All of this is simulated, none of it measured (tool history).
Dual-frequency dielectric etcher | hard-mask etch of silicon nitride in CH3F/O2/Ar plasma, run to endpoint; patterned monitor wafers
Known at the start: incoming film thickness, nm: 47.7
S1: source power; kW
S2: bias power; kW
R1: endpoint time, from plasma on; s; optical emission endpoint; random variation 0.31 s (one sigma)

{"run": 1, "hour": 0.0, "S1": 0.54, "S2": 0.101, "R1": 55.435}
{"run": 2, "hour": 5.0, "S1": 0.62, "S2": 0.101, "R1": 52.425}
{"run": 3, "hour": 11.4, "S1": 0.58, "S2": 0.099, "R1": 54.05}
{"run": 4, "hour": 18.6, "S1": 0.58, "S2": 0.106, "R1": 52.969}
{"run": 5, "hour": 25.1, "S1": 0.54, "S2": 0.104, "R1": 54.895}
{"run": 6, "hour": 31.1, "S1": 0.54, "S2": 0.096, "R1": 57.045}
{"run": 7, "hour": 39.0, "S1": 0.52, "S2": 0.095, "R1": 57.696}

Forecast run 8:
{"run": 8, "hour": 46.7, "S1": 0.5, "S2": 0.094, "R1": "?"}

R1: 59.212 s

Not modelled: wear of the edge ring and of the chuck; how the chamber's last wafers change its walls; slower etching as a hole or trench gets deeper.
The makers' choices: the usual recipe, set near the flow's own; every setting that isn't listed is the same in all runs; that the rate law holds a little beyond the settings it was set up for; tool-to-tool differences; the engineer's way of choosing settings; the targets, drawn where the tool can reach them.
